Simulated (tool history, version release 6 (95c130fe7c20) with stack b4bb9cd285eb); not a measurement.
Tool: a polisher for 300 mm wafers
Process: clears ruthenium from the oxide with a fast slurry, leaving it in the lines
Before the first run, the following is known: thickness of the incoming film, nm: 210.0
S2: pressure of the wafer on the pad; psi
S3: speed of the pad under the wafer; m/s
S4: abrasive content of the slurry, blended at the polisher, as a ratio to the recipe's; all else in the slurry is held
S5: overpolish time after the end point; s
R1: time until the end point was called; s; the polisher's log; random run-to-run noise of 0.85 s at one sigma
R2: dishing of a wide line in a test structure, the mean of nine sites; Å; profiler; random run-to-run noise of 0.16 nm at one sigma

Run 1, hour 0.0: flow of slurry (ml/min) 265, S2 2.7 psi, S3 1.16 m/s, S4 1.0, S5 9 s. Result: R1 52.783 s, R2 316.41 Å.
Run 2, hour 7.1: flow of slurry (ml/min) 265, S2 2.7 psi, S3 1.16 m/s, S4 1.0, S5 8 s. Result: R1 52.687 s, R2 279.59 Å.
Run 3, hour 14.9: flow of slurry (ml/min) 265, S2 2.7 psi, S3 1.16 m/s, S4 1.0, S5 6 s. Result: R1 53.008 s, R2 215.51 Å.
Run 4, hour 15.5: flow of slurry (ml/min) 265, S2 2.6 psi, S3 1.16 m/s, S4 1.0, S5 6 s. Result: R1 54.799 s, R2 206.17 Å.
Run 5, hour 20.2: flow of slurry (ml/min) 265, S2 2.5 psi, S3 1.16 m/s, S4 1.0, S5 6 s. Result: R1 55.574 s, R2 206.06 Å.
Run 6, hour 23.2: flow of slurry (ml/min) 330, S2 2.5 psi, S3 1.16 m/s, S4 1.0, S5 6 s. Result: R1 53.763 s, R2 205.75 Å.
Run 7, hour 27.8: flow of slurry (ml/min) 335, S2 2.4 psi, S3 1.16 m/s, S4 1.0, S5 6 s. Result: R1 55.802 s, R2 205.32 Å.
Run 8, hour 29.4: flow of slurry (ml/min) 345, S2 2.4 psi, S3 1.14 m/s, S4 1.0, S5 6 s. Result: R1 55.624 s, R2 205.53 Å.

The next listed run, before its measurement:
Run 9, hour 35.4: flow of slurry (ml/min) 355, S2 2.3 psi, S3 1.14 m/s, S4 1.0, S5 6 s. Result: R1 ?, R2 ?.

R1: 57.180 s
R2: 200.00 Å
